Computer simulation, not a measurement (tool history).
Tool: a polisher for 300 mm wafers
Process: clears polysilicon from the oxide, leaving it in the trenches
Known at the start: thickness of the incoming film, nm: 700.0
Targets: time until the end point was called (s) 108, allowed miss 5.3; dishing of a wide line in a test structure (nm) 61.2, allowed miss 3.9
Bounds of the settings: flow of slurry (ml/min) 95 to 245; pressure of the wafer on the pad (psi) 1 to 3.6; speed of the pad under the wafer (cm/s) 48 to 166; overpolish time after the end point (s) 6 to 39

run	day	flow of slurry (ml/min)	pressure of the wafer on the pad (psi)	speed of the pad under the wafer (cm/s)	overpolish time after the end point (s)	time until the end point was called (s)	dishing of a wide line in a test structure (nm)
1	0	155	2.3	106	20	75.25	61.741
2	0.075	155	2.8	106	20	63.304	61.222
3	0.329	155	2.5	106	20	70.997	60.486
4	0.529	155	2.9	106	20	61.143	62.369
5	0.767	155	2.9	130	20	49.359	62.412
6	0.8	155	2.4	130	20	58.595	59.752
7	1.162	155	2	126	23	73.285	61.879
8	1.275	155	1.8	124	23	81.14	61.382
9	1.3	155	1.6	124	23	92.046	62.634
10	1.421	155	1.6	124	23	90.918	59.011
# day 1.558: head pressure recalibrated
11	1.558	155	1.5	124	25	85.499	62.044
12	1.862	150	1	112	25	133.06	54.656

4 next moves are on the table. One of them brings every result within its allowed miss. Which?
A	2.167	175	1	74	34	?	?
B	2.167	170	1.1	128	29	?	?
C	2.167	180	1	86	36	?	?
D	2.167	165	1	78	30	?	?

move	time until the end point was called (s)	dishing of a wide line in a test structure (nm)
A	200.81	55.256
B	109.42	62.277
C	173.13	58.956
D	192.58	53.557
A: further off than the last run
B: meets every target
C: further off than the last run
D: further off than the last run
Move B is the one to make.
